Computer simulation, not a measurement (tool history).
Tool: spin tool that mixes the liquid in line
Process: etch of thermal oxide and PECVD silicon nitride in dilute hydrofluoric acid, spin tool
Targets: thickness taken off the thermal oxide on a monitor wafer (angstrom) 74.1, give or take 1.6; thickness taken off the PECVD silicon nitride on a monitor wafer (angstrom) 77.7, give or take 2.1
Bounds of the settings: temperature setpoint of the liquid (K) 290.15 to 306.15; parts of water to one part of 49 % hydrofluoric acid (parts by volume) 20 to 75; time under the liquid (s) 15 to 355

run	hour	temperature setpoint of the liquid (K)	parts of water to one part of 49 % hydrofluoric acid (parts by volume)	time under the liquid (s)	thickness taken off the thermal oxide on a monitor wafer (angstrom)	thickness taken off the PECVD silicon nitride on a monitor wafer (angstrom)
1	0	298.15	45	180	215.26	237.2
2	9	298.15	45	225	270.88	298.52
3	10.9	298.15	50	225	242	271.07
4	19.3	300.65	50	225	267.08	318.8
5	22.1	300.65	50	160	189.11	226.65
6	23.6	299.65	55	160	164.44	193.71
7	27.8	298.65	60	155	139.37	160.81
8	30.9	298.15	60	150	132.43	149.95
9	38.3	297.65	60	145	125.62	141.9
10	46.1	297.15	60	145	122.95	133.99
11	52.5	296.65	60	145	120.64	129.77
12	53.2	295.65	70	135	91.47	98.542
13	58.9	294.65	75	130	78.151	82.956
14	62.4	294.15	75	120	70.473	72.644

Exactly one of the 4 candidate moves below puts every result within its allowed miss. Which one?
A	65.9	294.65	70	100	?	?
B	65.9	294.15	75	125	?	?
C	65.9	294.15	75	105	?	?
D	65.9	299.15	75	90	?	?

move	thickness taken off the thermal oxide on a monitor wafer (angstrom)	thickness taken off the PECVD silicon nitride on a monitor wafer (angstrom)
A	64.891	67.684
B	73.712	76.434
C	61.918	64.204
D	64.997	76.898
A: the biggest miss grows against the last run
B: all results land within tolerance of their targets
C: the biggest miss grows against the last run
D: the worst result of the last run now meets its target, but another is out of spec
Answer: B
